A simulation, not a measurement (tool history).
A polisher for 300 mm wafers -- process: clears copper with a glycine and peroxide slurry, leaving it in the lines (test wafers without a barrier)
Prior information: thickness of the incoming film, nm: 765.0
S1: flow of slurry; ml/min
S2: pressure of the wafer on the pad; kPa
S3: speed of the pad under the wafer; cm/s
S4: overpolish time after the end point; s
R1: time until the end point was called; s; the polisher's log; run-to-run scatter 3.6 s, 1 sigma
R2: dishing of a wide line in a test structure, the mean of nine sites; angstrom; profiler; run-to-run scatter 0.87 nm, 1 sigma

Run 1, day 0: S1 145 ml/min, S2 20 kPa, S3 108 cm/s, S4 14 s. Result: R1 121.48 s, R2 650.35 angstrom.
Run 2, day 0.083: S1 140 ml/min, S2 16.5 kPa, S3 104 cm/s, S4 15 s. Result: R1 148.02 s, R2 581.52 angstrom.
Run 3, day 0.354: S1 140 ml/min, S2 20 kPa, S3 104 cm/s, S4 15 s. Result: R1 123.65 s, R2 673.32 angstrom.
Run 4, day 0.4: S1 175 ml/min, S2 20 kPa, S3 104 cm/s, S4 15 s. Result: R1 120.27 s, R2 696.6 angstrom.
At day 0.588: head pressure recalibrated.
Run 5, day 0.588: S1 175 ml/min, S2 23.4 kPa, S3 104 cm/s, S4 15 s. Result: R1 112.85 s, R2 736.6 angstrom.
Run 6, day 0.779: S1 175 ml/min, S2 19.3 kPa, S3 94 cm/s, S4 15 s. Result: R1 139.92 s, R2 611.12 angstrom.
Run 7, day 0.892: S1 175 ml/min, S2 19.3 kPa, S3 94 cm/s, S4 15 s. Result: R1 142.51 s, R2 597.84 angstrom.
Run 8, day 1.167: S1 165 ml/min, S2 13.8 kPa, S3 88 cm/s, S4 17 s. Result: R1 194.47 s, R2 505.83 angstrom.

Predict the results of run 9:
Run 9, day 1.279: S1 165 ml/min, S2 13.1 kPa, S3 88 cm/s, S4 17 s. Result: R1 ?, R2 ?.

R1: 193.09 s
R2: 484.25 angstrom
